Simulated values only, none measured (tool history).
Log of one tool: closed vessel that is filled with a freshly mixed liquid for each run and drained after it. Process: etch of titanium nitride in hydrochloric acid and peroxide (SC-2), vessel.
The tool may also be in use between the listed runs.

run	day	temperature setpoint of the liquid (°C)	parts of water to one part each of 37 % hydrochloric acid and 30 % peroxide (parts by volume)	time in the liquid (s)	thickness taken off the titanium nitride on a monitor wafer (nm)
1	0	59	6.5	425	21.9
2	0.071	55.5	6.5	425	17.389
3	0.112	54.5	6.5	425	16.148
4	0.25	54.5	6.5	455	17.524
5	0.392	52	6.5	455	14.743
6	0.746	52	4.5	455	19.214
7	1.046	50.5	4.5	455	17.38
8	1.096	49.5	4.5	455	16.199
9	1.446	48.5	4.5	455	15.374
10	1.771	47.5	4.5	455	14.457
11	2.033	47	4.5	455	13.667
12	2.312	46.5	4.5	455	13.309
13	2.554	43	4.5	455	10.392

Forecast run 14:
14	2.838	43.5	4.5	455	?

Run 14 gave thickness taken off the titanium nitride on a monitor wafer (nm) 10.829.

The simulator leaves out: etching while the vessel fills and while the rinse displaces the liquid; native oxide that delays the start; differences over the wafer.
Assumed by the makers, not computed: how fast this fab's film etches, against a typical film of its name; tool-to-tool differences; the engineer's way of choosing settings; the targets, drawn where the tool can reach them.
